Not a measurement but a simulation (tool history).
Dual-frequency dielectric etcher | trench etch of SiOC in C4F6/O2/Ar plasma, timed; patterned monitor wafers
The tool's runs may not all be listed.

run    day  source power (kW)  bias power (kW)  etch time (s)  mean etch depth across the wafer (Å)
  1      0                0.3             0.25             29                                594.83
  2  0.183               0.25             0.25             29                                548.82
  3  0.475               0.25             0.25           30.5                                577.24
  4  0.662               0.22             0.25           30.5                                552.75
  5  0.933               0.25            0.255           30.5                                586.43
  6  1.042               0.27            0.259           30.5                                609.54
  7  1.275               0.33            0.284           30.5                                685.43

Forecast run 8:
  8  1.629               0.33            0.285           30.5                                     ?

{"run 8": {"mean etch depth across the wafer (Å)": 688.22}}
